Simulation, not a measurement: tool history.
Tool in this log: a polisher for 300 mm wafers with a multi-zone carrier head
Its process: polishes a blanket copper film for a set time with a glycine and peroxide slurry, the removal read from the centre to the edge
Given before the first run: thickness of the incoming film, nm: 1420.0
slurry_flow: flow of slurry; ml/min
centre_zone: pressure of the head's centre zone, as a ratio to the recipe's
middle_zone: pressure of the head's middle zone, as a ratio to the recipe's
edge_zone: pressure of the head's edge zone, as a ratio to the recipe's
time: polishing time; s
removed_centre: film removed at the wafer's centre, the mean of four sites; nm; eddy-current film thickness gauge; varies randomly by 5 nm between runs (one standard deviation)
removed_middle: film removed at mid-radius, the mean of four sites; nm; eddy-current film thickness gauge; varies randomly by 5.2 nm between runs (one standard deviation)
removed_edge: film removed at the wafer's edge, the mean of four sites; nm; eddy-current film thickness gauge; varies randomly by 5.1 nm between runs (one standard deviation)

run,day,slurry_flow,centre_zone,middle_zone,edge_zone,time,removed_centre,removed_middle,removed_edge
1,0,120,1,1,1,87,511.59,499.36,524.89
2,0.083,120,1,1.04,1,87,523.21,529.69,523.88
3,0.358,110,0.96,1.02,1.01,87,493.01,514.64,512.32
4,0.55,105,0.92,0.98,1.04,87,468.05,493.74,508.53
5,0.662,105,0.86,0.98,1.04,87,428.43,486.04,526.55
6,0.925,105,0.86,0.98,0.97,87,418.18,490.19,512.69

Predict the results of run 7:
7,1.192,100,0.86,0.95,0.98,87,?,?,?

removed_centre: 420.38 nm
removed_middle: 475.57 nm
removed_edge: 502.22 nm

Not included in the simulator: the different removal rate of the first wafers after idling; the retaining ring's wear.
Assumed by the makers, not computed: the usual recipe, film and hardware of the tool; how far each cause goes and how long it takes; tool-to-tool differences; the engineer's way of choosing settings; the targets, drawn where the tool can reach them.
